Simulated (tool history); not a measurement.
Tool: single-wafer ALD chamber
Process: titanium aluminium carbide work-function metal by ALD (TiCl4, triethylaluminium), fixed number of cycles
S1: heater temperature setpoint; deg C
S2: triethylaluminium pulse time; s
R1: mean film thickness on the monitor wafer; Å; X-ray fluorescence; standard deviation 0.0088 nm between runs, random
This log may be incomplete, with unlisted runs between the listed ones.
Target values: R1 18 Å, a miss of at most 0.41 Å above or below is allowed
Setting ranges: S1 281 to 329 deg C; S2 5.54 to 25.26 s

run	hour	S1	S2	R1
1	0	305	15.4	23.294
2	2.9	302	14.16	22.977
3	11.8	302	10	21.663
4	12.8	299	9.44	20.918
5	16.1	297	9.01	20.422
6	20.8	297	11.14	21.888
7	27.4	301	10.44	21.771
8	32.9	289	5.54	9.6791
9	34.5	301	5.65	10.711
10	35.5	300	6.12	13.207
11	39	303	6.22	13.838
12	40	306	6.3	14.379
13	47	309	6.37	14.842
14	49.6	311	6.45	15.382
15	50.3	313	6.48	15.432

Pick the move, out of 4, that brings all results within their allowed miss; only one does.
A	51	312	7.68	?
B	51	306	7.77	?
C	51	302	7.53	?
D	51	309	7.58	?

move	R1
A	19.215
B	18.993
C	18.162
D	18.768
A: takes the result that was furthest off past its target
B: takes the result that was furthest off past its target
C: all results in spec
D: takes the result that was furthest off past its target
C is the move that brings every result within its allowed miss.
